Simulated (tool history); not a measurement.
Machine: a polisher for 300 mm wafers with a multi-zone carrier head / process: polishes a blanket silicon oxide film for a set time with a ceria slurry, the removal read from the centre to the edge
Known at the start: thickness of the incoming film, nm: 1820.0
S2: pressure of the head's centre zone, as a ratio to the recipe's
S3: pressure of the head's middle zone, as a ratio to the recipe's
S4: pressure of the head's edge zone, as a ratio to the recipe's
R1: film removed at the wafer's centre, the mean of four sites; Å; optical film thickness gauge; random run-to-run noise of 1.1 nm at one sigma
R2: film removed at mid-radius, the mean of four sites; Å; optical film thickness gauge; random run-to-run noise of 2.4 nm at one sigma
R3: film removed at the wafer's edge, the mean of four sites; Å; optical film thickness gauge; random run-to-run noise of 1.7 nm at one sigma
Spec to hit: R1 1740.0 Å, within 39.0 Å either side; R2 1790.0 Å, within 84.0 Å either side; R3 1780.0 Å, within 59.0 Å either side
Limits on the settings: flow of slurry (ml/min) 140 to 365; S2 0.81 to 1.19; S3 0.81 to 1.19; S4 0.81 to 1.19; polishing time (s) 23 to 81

Run 1, hour 0.0: flow of slurry (ml/min) 235, S2 1.00, S3 1.00, S4 1.00, polishing time (s) 52. Result: R1 1499.6 Å, R2 1510.9 Å, R3 1507.7 Å.
Run 2, hour 1.1: flow of slurry (ml/min) 235, S2 0.96, S3 1.00, S4 1.00, polishing time (s) 52. Result: R1 1426.7 Å, R2 1506.3 Å, R3 1497.8 Å.
Run 3, hour 9.3: flow of slurry (ml/min) 180, S2 0.96, S3 1.00, S4 1.00, polishing time (s) 52. Result: R1 1363.9 Å, R2 1486.0 Å, R3 1455.0 Å.
Run 4, hour 10.3: flow of slurry (ml/min) 180, S2 0.96, S3 1.00, S4 0.92, polishing time (s) 52. Result: R1 1360.0 Å, R2 1503.9 Å, R3 1415.4 Å.
Run 5, hour 13.7: flow of slurry (ml/min) 150, S2 0.96, S3 1.00, S4 0.92, polishing time (s) 52. Result: R1 1300.9 Å, R2 1396.7 Å, R3 1400.3 Å.
Run 6, hour 19.7: flow of slurry (ml/min) 150, S2 0.96, S3 1.00, S4 0.92, polishing time (s) 59. Result: R1 1482.8 Å, R2 1651.1 Å, R3 1539.8 Å.
Run 7, hour 22.2: flow of slurry (ml/min) 185, S2 0.96, S3 0.99, S4 0.97, polishing time (s) 59. Result: R1 1549.0 Å, R2 1677.8 Å, R3 1642.1 Å.
Run 8, hour 26.4: flow of slurry (ml/min) 185, S2 0.96, S3 0.99, S4 0.97, polishing time (s) 59. Result: R1 1552.4 Å, R2 1665.4 Å, R3 1641.4 Å.
Run 9, hour 27.6: flow of slurry (ml/min) 210, S2 0.96, S3 0.99, S4 0.99, polishing time (s) 59. Result: R1 1605.1 Å, R2 1672.9 Å, R3 1694.9 Å.
Run 10, hour 31.3: flow of slurry (ml/min) 225, S2 0.96, S3 1.00, S4 1.00, polishing time (s) 59. Result: R1 1633.6 Å, R2 1724.0 Å, R3 1683.6 Å.
Run 11, hour 37.3: flow of slurry (ml/min) 235, S2 0.96, S3 1.00, S4 1.02, polishing time (s) 59. Result: R1 1629.8 Å, R2 1737.0 Å, R3 1737.1 Å.
Run 12, hour 43.0: flow of slurry (ml/min) 250, S2 0.97, S3 1.00, S4 1.02, polishing time (s) 59. Result: R1 1657.5 Å, R2 1763.7 Å, R3 1747.9 Å.
Run 13, hour 50.0: flow of slurry (ml/min) 260, S2 0.98, S3 1.00, S4 1.02, polishing time (s) 59. Result: R1 1669.7 Å, R2 1752.6 Å, R3 1743.8 Å.
Run 14, hour 56.2: flow of slurry (ml/min) 260, S2 0.98, S3 1.00, S4 1.02, polishing time (s) 59. Result: R1 1662.0 Å, R2 1747.7 Å, R3 1753.4 Å.

Which single option among these 5 for the next run brings every result within its allowed miss of target? Just one does.
Run A, hour 62.4: flow of slurry (ml/min) 220, S2 1.05, S3 1.03, S4 0.90, polishing time (s) 62. Result: R1 ?, R2 ?, R3 ?.
Run B, hour 62.4: flow of slurry (ml/min) 230, S2 0.95, S3 0.97, S4 1.01, polishing time (s) 61. Result: R1 ?, R2 ?, R3 ?.
Run C, hour 62.4: flow of slurry (ml/min) 290, S2 0.86, S3 0.93, S4 1.04, polishing time (s) 60. Result: R1 ?, R2 ?, R3 ?.
Run D, hour 62.4: flow of slurry (ml/min) 260, S2 0.95, S3 0.98, S4 1.03, polishing time (s) 58. Result: R1 ?, R2 ?, R3 ?.
Run E, hour 62.4: flow of slurry (ml/min) 185, S2 1.01, S3 1.00, S4 0.99, polishing time (s) 63. Result: R1 ?, R2 ?, R3 ?.

move      R1      R2      R3
   A  1848.4  1867.1  1722.6
   B  1655.1  1758.0  1792.2
   C  1519.0  1718.0  1826.0
   D  1601.8  1713.1  1739.7
   E  1749.7  1798.9  1787.2
A: moves the result that the last run missed by most past its target, out the other side
B: misses by more than the last run did
C: misses by more than the last run did
D: misses by more than the last run did
E: hits every target within its allowed miss
Go with E: it meets all targets.
